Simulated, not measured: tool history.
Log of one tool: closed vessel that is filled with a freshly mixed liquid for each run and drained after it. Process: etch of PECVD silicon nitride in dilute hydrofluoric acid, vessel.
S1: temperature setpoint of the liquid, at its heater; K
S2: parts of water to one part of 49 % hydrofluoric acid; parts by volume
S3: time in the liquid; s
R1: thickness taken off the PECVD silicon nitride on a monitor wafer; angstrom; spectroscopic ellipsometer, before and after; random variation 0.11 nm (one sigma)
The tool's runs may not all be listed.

| run | hour | S1 | S2 | S3 | R1 |
|---|---|---|---|---|---|
| 1 | 0 | 298.15 | 150 | 505 | 167.97 |
| 2 | 7.8 | 297.65 | 150 | 505 | 159.24 |
| 3 | 13.9 | 297.65 | 150 | 505 | 158.33 |
| 4 | 19.5 | 297.15 | 150 | 505 | 155.3 |
| 5 | 28.4 | 297.15 | 150 | 380 | 117.52 |
| 6 | 34.3 | 297.15 | 175 | 380 | 101.57 |
| 7 | 39.2 | 297.65 | 175 | 380 | 104.16 |
| 8 | 40.9 | 298.65 | 175 | 380 | 109.85 |
| 9 | 49.4 | 299.65 | 175 | 380 | 118.91 |
| 10 | 54.1 | 300.15 | 175 | 380 | 121.11 |

Run 11 comes next. What will it give?
| 11 | 60.3 | 300.65 | 175 | 380 | ? |

Run 11 gave R1 126.38 angstrom.
